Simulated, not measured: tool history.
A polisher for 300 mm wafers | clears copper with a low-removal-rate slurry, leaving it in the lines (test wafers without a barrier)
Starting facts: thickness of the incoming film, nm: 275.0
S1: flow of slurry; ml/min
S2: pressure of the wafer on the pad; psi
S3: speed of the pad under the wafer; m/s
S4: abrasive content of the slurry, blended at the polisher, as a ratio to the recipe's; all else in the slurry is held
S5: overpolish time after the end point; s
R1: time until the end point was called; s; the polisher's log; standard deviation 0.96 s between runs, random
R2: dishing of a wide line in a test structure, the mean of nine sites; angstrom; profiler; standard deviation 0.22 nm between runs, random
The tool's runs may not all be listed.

run	day	S1	S2	S3	S4	S5	R1	R2
1	0	125	3.5	1.02	1	16	68.626	207.31
2	0.204	125	3.9	1.02	1	16	63.083	216.7
3	0.567	125	3.6	1.06	1	15	63.997	198.57
4	0.667	120	3.3	1.12	0.95	14	65.35	199.61
5	0.862	130	3.1	1.12	1	13	68.029	191.04
6	0.996	140	2.9	1.14	1.05	12	70.057	186.91
7	1.362	140	2.9	1.14	1.05	12	67.598	182.54
8	1.621	145	2.7	1.14	1.1	11	70.947	179.44
9	1.767	150	2.6	1.16	1.05	10	70.778	166.12
10	1.896	150	2.6	1.16	1.05	10	70.721	165.32
11	2.233	155	2.5	1.16	1	9	73.161	151.07
12	2.546	160	2.5	1.16	0.95	8	73.903	139.51
13	2.75	165	2.5	1.16	0.95	8	75.134	142.68
14	2.892	170	2.5	1.16	0.9	8	74.037	150.12
15	3.246	160	2.4	1.2	0.85	8	76.421	140.61
16	3.462	165	2.4	1.22	0.8	8	76.427	139.86
17	3.55	170	2.4	1.24	0.75	8	75.956	144.13

Estimate the outcome of run 18 from the log above:
18	3.638	135	2.1	1.24	1	5	?	?

Run 18 yielded R1 79.807 s, R2 102.33 angstrom.
